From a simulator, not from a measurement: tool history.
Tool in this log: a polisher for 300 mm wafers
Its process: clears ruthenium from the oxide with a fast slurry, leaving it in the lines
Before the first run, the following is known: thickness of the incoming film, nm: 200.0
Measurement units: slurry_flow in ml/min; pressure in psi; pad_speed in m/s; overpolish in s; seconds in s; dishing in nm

run 1 hour=0.0 | slurry_flow=285 pressure=2.5 pad_speed=1.00 slurry_solids=1.0 overpolish=17 | seconds=50.677 dishing=50.383
run 2 hour=0.7 | slurry_flow=285 pressure=2.5 pad_speed=1.00 slurry_solids=1.0 overpolish=20 | seconds=50.161 dishing=57.376
run 3 hour=8.9 | slurry_flow=350 pressure=2.5 pad_speed=1.00 slurry_solids=1.0 overpolish=20 | seconds=49.973 dishing=59.358
run 4 hour=9.9 | slurry_flow=350 pressure=2.7 pad_speed=1.00 slurry_solids=1.0 overpolish=21 | seconds=45.597 dishing=65.188
run 5 hour=17.5 | slurry_flow=350 pressure=2.8 pad_speed=1.00 slurry_solids=1.0 overpolish=22 | seconds=44.314 dishing=67.191
run 6 hour=24.1 | slurry_flow=350 pressure=2.9 pad_speed=1.02 slurry_solids=1.0 overpolish=23 | seconds=42.677 dishing=69.727
run 7 hour=26.0 | slurry_flow=350 pressure=2.9 pad_speed=1.02 slurry_solids=1.0 overpolish=23 | seconds=43.339 dishing=71.894
run 8 hour=29.9 | slurry_flow=350 pressure=3.0 pad_speed=1.04 slurry_solids=1.0 overpolish=24 | seconds=41.641 dishing=77.313
run 9 hour=37.8 | slurry_flow=350 pressure=3.1 pad_speed=1.06 slurry_solids=1.0 overpolish=24 | seconds=37.812 dishing=82.275
run 10 hour=40.1 | slurry_flow=350 pressure=3.2 pad_speed=1.06 slurry_solids=1.0 overpolish=24 | seconds=37.447 dishing=82.732
run 11 hour=45.3 | slurry_flow=350 pressure=3.3 pad_speed=1.06 slurry_solids=1.0 overpolish=24 | seconds=36.398 dishing=84.747

Run 12 has not been measured yet. What should we expect?
run 12 hour=47.8 | slurry_flow=350 pressure=3.4 pad_speed=1.06 slurry_solids=1.0 overpolish=24 | seconds=? dishing=?

seconds: 35.571 s
dishing: 85.316 nm
